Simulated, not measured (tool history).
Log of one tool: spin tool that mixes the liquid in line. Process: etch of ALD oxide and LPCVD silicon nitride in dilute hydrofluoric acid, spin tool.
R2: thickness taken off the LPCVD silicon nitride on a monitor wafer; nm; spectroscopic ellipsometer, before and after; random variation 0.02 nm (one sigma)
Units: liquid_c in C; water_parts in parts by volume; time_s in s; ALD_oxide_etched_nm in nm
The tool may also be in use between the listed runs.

{"run": 1, "hour": 0.0, "liquid_c": 22, "water_parts": 45, "time_s": 30, "ALD_oxide_etched_nm": 10.693, "R2": 0.31863}
{"run": 2, "hour": 3.3, "liquid_c": 21.5, "water_parts": 45, "time_s": 30, "ALD_oxide_etched_nm": 10.505, "R2": 0.27216}
{"run": 3, "hour": 8.2, "liquid_c": 21.5, "water_parts": 50, "time_s": 30, "ALD_oxide_etched_nm": 9.3199, "R2": 0.24727}
{"run": 4, "hour": 13.7, "liquid_c": 21.5, "water_parts": 55, "time_s": 30, "ALD_oxide_etched_nm": 8.5715, "R2": 0.20625}
{"run": 5, "hour": 18.8, "liquid_c": 22, "water_parts": 60, "time_s": 30, "ALD_oxide_etched_nm": 7.8865, "R2": 0.23395}
{"run": 6, "hour": 27.5, "liquid_c": 22, "water_parts": 50, "time_s": 30, "ALD_oxide_etched_nm": 9.5275, "R2": 0.22809}
{"run": 7, "hour": 31.8, "liquid_c": 21, "water_parts": 50, "time_s": 30, "ALD_oxide_etched_nm": 9.1592, "R2": 0.24608}
{"run": 8, "hour": 39.8, "liquid_c": 20.5, "water_parts": 50, "time_s": 30, "ALD_oxide_etched_nm": 9.1467, "R2": 0.25527}

Run 9 comes next. What will it give?
{"run": 9, "hour": 45.6, "liquid_c": 20.5, "water_parts": 50, "time_s": 30, "ALD_oxide_etched_nm": "?", "R2": "?"}

{"run 9": {"ALD_oxide_etched_nm": 8.9824, "R2": 0.23016}}

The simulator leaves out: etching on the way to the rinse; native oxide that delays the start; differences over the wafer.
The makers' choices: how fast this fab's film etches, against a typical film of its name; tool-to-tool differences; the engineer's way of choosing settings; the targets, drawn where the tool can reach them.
